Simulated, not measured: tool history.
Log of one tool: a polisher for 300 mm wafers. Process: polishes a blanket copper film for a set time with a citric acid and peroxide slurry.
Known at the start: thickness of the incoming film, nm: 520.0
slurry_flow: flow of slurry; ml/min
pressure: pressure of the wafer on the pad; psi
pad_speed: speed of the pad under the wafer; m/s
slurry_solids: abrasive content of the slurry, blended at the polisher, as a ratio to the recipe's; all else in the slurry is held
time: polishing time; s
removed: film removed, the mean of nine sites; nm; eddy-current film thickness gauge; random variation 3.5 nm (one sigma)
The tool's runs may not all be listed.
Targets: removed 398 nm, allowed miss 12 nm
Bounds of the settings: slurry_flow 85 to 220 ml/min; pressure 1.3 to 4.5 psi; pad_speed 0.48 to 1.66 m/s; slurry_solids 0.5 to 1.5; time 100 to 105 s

Run 1, hour 0: slurry_flow 140 ml/min, pressure 2.9 psi, pad_speed 1.06 m/s, slurry_solids 1, time 100 s. Result: removed 229.46 nm.
Run 2, hour 8.6: slurry_flow 140 ml/min, pressure 2.6 psi, pad_speed 1.06 m/s, slurry_solids 1, time 100 s. Result: removed 208.6 nm.
Run 3, hour 16.3: slurry_flow 140 ml/min, pressure 2.6 psi, pad_speed 1.06 m/s, slurry_solids 1.1, time 100 s. Result: removed 215.98 nm.
Run 4, hour 23.8: slurry_flow 140 ml/min, pressure 2.6 psi, pad_speed 1.06 m/s, slurry_solids 0.9, time 100 s. Result: removed 205.97 nm.
Run 5, hour 31.7: slurry_flow 140 ml/min, pressure 2.6 psi, pad_speed 1.06 m/s, slurry_solids 0.8, time 100 s. Result: removed 200.94 nm.
Run 6, hour 34.8: slurry_flow 150 ml/min, pressure 3.2 psi, pad_speed 1.08 m/s, slurry_solids 0.8, time 100 s. Result: removed 247.19 nm.
Run 7, hour 36.5: slurry_flow 150 ml/min, pressure 3.2 psi, pad_speed 1.08 m/s, slurry_solids 0.8, time 100 s. Result: removed 244.11 nm.
Run 8, hour 41.1: slurry_flow 155 ml/min, pressure 3.6 psi, pad_speed 1.12 m/s, slurry_solids 0.8, time 100 s. Result: removed 287.37 nm.
Run 9, hour 41.9: slurry_flow 160 ml/min, pressure 3.9 psi, pad_speed 1.14 m/s, slurry_solids 0.8, time 100 s. Result: removed 312.35 nm.
Run 10, hour 45.6: slurry_flow 160 ml/min, pressure 4.1 psi, pad_speed 1.16 m/s, slurry_solids 0.8, time 100 s. Result: removed 332.8 nm.
Run 11, hour 47.7: slurry_flow 165 ml/min, pressure 4.2 psi, pad_speed 1.18 m/s, slurry_solids 0.8, time 100 s. Result: removed 353.44 nm.
Run 12, hour 50.8: slurry_flow 170 ml/min, pressure 4.3 psi, pad_speed 1.18 m/s, slurry_solids 0.8, time 100 s. Result: removed 351.01 nm.
Run 13, hour 52.9: slurry_flow 170 ml/min, pressure 4.4 psi, pad_speed 1.2 m/s, slurry_solids 0.8, time 100 s. Result: removed 370.55 nm.
Run 14, hour 61.1: slurry_flow 170 ml/min, pressure 4.4 psi, pad_speed 1.22 m/s, slurry_solids 0.8, time 100 s. Result: removed 369.23 nm.
Run 15, hour 65.3: slurry_flow 170 ml/min, pressure 4.4 psi, pad_speed 1.24 m/s, slurry_solids 0.8, time 100 s. Result: removed 379.99 nm.

Which of these 4 next moves meets every target?
Run A, hour 69.5: slurry_flow 185 ml/min, pressure 4.3 psi, pad_speed 1.28 m/s, slurry_solids 0.85, time 103 s. Result: removed ?.
Run B, hour 69.5: slurry_flow 160 ml/min, pressure 4.3 psi, pad_speed 1.34 m/s, slurry_solids 0.85, time 105 s. Result: removed ?.
Run C, hour 69.5: slurry_flow 175 ml/min, pressure 4.5 psi, pad_speed 1.28 m/s, slurry_solids 0.85, time 104 s. Result: removed ?.
Run D, hour 69.5: slurry_flow 175 ml/min, pressure 4.3 psi, pad_speed 1.2 m/s, slurry_solids 0.8, time 102 s. Result: removed ?.

move  removed
   A   405.31
   B   421.53
   C   423.84
   D   371.36
A: meets every target
B: takes the result that was furthest off past its target
C: takes the result that was furthest off past its target
D: further off than the last run
Answer: A

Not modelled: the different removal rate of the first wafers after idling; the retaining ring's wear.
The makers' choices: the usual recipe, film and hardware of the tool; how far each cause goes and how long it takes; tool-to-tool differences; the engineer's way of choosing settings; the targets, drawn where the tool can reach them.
